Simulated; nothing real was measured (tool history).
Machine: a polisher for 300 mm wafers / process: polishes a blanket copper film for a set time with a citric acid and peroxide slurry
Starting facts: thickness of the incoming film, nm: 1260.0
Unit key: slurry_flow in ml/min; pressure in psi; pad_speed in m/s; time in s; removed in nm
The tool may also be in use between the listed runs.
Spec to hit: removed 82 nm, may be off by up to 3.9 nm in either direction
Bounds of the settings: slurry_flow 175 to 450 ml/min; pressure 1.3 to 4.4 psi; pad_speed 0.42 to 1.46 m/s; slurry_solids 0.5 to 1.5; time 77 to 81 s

{"run": 1, "day": 0.0, "slurry_flow": 290, "pressure": 2.8, "pad_speed": 0.94, "slurry_solids": 1, "time": 77, "removed": 130.47}
{"run": 2, "day": 0.067, "slurry_flow": 290, "pressure": 2.4, "pad_speed": 0.92, "slurry_solids": 1, "time": 77, "removed": 115.94}
{"run": 3, "day": 0.338, "slurry_flow": 290, "pressure": 2.1, "pad_speed": 0.9, "slurry_solids": 1, "time": 77, "removed": 105.95}
{"run": 4, "day": 0.579, "slurry_flow": 290, "pressure": 1.9, "pad_speed": 0.88, "slurry_solids": 1, "time": 77, "removed": 95.427}
{"run": 5, "day": 0.954, "slurry_flow": 290, "pressure": 1.8, "pad_speed": 0.88, "slurry_solids": 1, "time": 77, "removed": 92.767}
{"run": 6, "day": 1.288, "slurry_flow": 290, "pressure": 1.8, "pad_speed": 0.88, "slurry_solids": 1, "time": 81, "removed": 95.695}
{"run": 7, "day": 1.433, "slurry_flow": 290, "pressure": 1.7, "pad_speed": 0.88, "slurry_solids": 1, "time": 81, "removed": 93.092}
{"run": 8, "day": 1.725, "slurry_flow": 290, "pressure": 1.6, "pad_speed": 0.88, "slurry_solids": 1, "time": 81, "removed": 90.536}

4 candidate next runs follow, results not yet known. Just one meets every target within its allowed miss. Identify it.
{"run": "A", "day": 2.017, "slurry_flow": 305, "pressure": 1.7, "pad_speed": 0.86, "slurry_solids": 1.1, "time": 77, "removed": "?"}
{"run": "B", "day": 2.017, "slurry_flow": 305, "pressure": 1.6, "pad_speed": 1, "slurry_solids": 1.1, "time": 81, "removed": "?"}
{"run": "C", "day": 2.017, "slurry_flow": 315, "pressure": 1.8, "pad_speed": 0.96, "slurry_solids": 0.9, "time": 78, "removed": "?"}
{"run": "D", "day": 2.017, "slurry_flow": 235, "pressure": 1.4, "pad_speed": 0.92, "slurry_solids": 0.95, "time": 78, "removed": "?"}

move=A removed=93.063
move=B removed=109.29
move=C removed=104.33
move=D removed=85.183
A: further off than the last run
B: further off than the last run
C: further off than the last run
D: every result within its allowed miss
Move D is the one to make.

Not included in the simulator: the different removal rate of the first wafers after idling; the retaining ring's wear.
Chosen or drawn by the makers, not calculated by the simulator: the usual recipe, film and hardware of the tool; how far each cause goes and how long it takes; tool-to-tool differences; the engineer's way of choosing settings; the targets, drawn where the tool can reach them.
